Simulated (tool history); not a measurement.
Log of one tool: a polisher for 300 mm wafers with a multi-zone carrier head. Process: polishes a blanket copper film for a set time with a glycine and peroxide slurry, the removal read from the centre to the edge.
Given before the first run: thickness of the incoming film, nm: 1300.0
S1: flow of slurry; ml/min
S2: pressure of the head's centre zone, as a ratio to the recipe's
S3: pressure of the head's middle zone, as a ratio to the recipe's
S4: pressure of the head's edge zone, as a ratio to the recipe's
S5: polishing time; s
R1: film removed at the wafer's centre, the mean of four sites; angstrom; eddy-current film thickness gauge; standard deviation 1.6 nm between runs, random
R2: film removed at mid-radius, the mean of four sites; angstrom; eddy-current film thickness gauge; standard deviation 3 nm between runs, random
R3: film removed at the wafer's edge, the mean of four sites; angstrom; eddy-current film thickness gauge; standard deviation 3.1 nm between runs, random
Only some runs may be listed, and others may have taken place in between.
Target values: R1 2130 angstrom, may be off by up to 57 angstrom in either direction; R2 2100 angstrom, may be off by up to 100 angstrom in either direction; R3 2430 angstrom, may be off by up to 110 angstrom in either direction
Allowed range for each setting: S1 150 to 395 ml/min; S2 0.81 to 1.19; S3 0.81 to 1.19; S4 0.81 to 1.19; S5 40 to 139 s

run  hour   S1    S2    S3    S4   S5      R1      R2      R3
  1     0  250     1     1     1   89  3475.2    3372  3341.7
  2   4.3  250     1     1     1  104  4008.1  3967.2  3948.3
  3   5.4  250     1     1  0.94  104  3971.3  3899.9  3850.8
  4  12.8  250  0.92     1  0.94  104  3687.1  3945.6  3781.6
  5  18.8  235   0.9  0.96  0.96   95  3298.1  3455.6  3520.5
  6  20.3  235   0.9  0.96  0.96  108  3752.1  3921.1  3985.3
  7  26.1  225  0.88  0.93  0.95   98    3320  3418.1  3575.2
  8    27  215  0.86  0.91  0.95   90  2921.4    3115  3265.1
  9  30.9  205   0.9  0.81  1.02   65  2197.9  1998.7  2474.3

5 candidate next runs follow, results not yet known. Just one meets every target within its allowed miss. Identify it.
  A  34.8  300  1.01  0.81  1.14  58   ?   ?   ?
  B  34.8  220  1.01  0.97  1.06  59   ?   ?   ?
  C  34.8  170  0.92  0.85  1.01  69   ?   ?   ?
  D  34.8  165   0.9  0.89  1.05  65   ?   ?   ?
  E  34.8  195  0.91  0.84  0.94  67   ?   ?   ?

move      R1      R2      R3
   A  2300.6  1834.7  2320.6
   B  2257.8  2086.2  2214.2
   C  2308.7  2118.3  2467.4
   D  2116.8  2060.9  2359.9
   E  2266.5  2078.6  2349.4
A: lands further from the targets than the last run did
B: lands further from the targets than the last run did
C: lands further from the targets than the last run did
D: hits every target within its allowed miss
E: lands further from the targets than the last run did
D meets every target.
